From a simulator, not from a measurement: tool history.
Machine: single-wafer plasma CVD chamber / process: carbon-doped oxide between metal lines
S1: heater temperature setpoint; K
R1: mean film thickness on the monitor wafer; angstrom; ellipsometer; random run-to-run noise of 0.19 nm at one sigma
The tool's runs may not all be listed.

{"run": 1, "hour": 0.0, "S1": 608.15, "chamber pressure (Pa)": 907, "RF power (kW)": 0.415, "deposition time (s)": 23.4, "R1": 1061.1}
{"run": 2, "hour": 8.9, "S1": 608.15, "chamber pressure (Pa)": 907, "RF power (kW)": 0.46, "deposition time (s)": 23.4, "R1": 1142.8}
{"run": 3, "hour": 10.4, "S1": 608.15, "chamber pressure (Pa)": 907, "RF power (kW)": 0.435, "deposition time (s)": 23.4, "R1": 1098.2}
{"run": 4, "hour": 15.7, "S1": 608.15, "chamber pressure (Pa)": 907, "RF power (kW)": 0.485, "deposition time (s)": 23.4, "R1": 1186.2}
{"run": 5, "hour": 23.2, "S1": 608.15, "chamber pressure (Pa)": 801, "RF power (kW)": 0.485, "deposition time (s)": 23.4, "R1": 1176.2}
{"run": 6, "hour": 28.1, "S1": 611.15, "chamber pressure (Pa)": 771, "RF power (kW)": 0.46, "deposition time (s)": 23.4, "R1": 1117.7}
{"run": 7, "hour": 30.4, "S1": 611.15, "chamber pressure (Pa)": 771, "RF power (kW)": 0.46, "deposition time (s)": 23.4, "R1": 1116.5}
{"run": 8, "hour": 32.3, "S1": 614.15, "chamber pressure (Pa)": 745, "RF power (kW)": 0.44, "deposition time (s)": 23.4, "R1": 1069.1}

For run 9, what comes out?
{"hour": 36.7, "done": "RF generator calibrated"}
{"run": 9, "hour": 36.7, "S1": 616.15, "chamber pressure (Pa)": 723, "RF power (kW)": 0.425, "deposition time (s)": 23.4, "R1": "?"}

R1: 1061.3 angstrom
